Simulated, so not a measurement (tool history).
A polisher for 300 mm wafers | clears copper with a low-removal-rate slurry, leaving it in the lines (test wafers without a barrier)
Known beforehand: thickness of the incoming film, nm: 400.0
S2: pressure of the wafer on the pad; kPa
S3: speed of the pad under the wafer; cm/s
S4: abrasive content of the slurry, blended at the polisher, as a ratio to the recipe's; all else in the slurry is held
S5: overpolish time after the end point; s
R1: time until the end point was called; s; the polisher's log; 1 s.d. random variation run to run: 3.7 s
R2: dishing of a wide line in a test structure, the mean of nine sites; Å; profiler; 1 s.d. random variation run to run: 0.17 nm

Run 1, day 0.000: flow of slurry (ml/min) 275, S2 19.3 kPa, S3 116 cm/s, S4 1.00, S5 15 s. Result: R1 123.840 s, R2 385.95 Å.
Run 2, day 0.158: flow of slurry (ml/min) 275, S2 19.3 kPa, S3 136 cm/s, S4 1.00, S5 15 s. Result: R1 98.164 s, R2 427.20 Å.
Run 3, day 0.288: flow of slurry (ml/min) 260, S2 17.9 kPa, S3 134 cm/s, S4 0.95, S5 13 s. Result: R1 108.800 s, R2 352.67 Å.
Run 4, day 0.604: flow of slurry (ml/min) 245, S2 16.5 kPa, S3 132 cm/s, S4 0.90, S5 12 s. Result: R1 121.070 s, R2 311.93 Å.
Run 5, day 0.879: flow of slurry (ml/min) 245, S2 16.5 kPa, S3 132 cm/s, S4 1.10, S5 12 s. Result: R1 115.360 s, R2 330.34 Å.
Run 6, day 1.242: flow of slurry (ml/min) 245, S2 16.5 kPa, S3 160 cm/s, S4 1.10, S5 12 s. Result: R1 94.988 s, R2 387.26 Å.
Run 7, day 1.471: flow of slurry (ml/min) 245, S2 16.5 kPa, S3 160 cm/s, S4 1.10, S5 12 s. Result: R1 95.452 s, R2 376.12 Å.
Run 8, day 1.833: flow of slurry (ml/min) 270, S2 15.2 kPa, S3 150 cm/s, S4 1.00, S5 11 s. Result: R1 106.780 s, R2 333.83 Å.
Run 9, day 1.854: flow of slurry (ml/min) 255, S2 15.2 kPa, S3 138 cm/s, S4 0.95, S5 10 s. Result: R1 116.420 s, R2 271.96 Å.
Run 10, day 2.017: flow of slurry (ml/min) 255, S2 15.2 kPa, S3 138 cm/s, S4 0.95, S5 10 s. Result: R1 119.030 s, R2 273.13 Å.

Run 11 has not been measured yet. What should we expect?
Run 11, day 2.208: flow of slurry (ml/min) 240, S2 14.5 kPa, S3 132 cm/s, S4 0.90, S5 9 s. Result: R1 ?, R2 ?.

{"run 11": {"R1": 125.99, "R2": 224.08}}
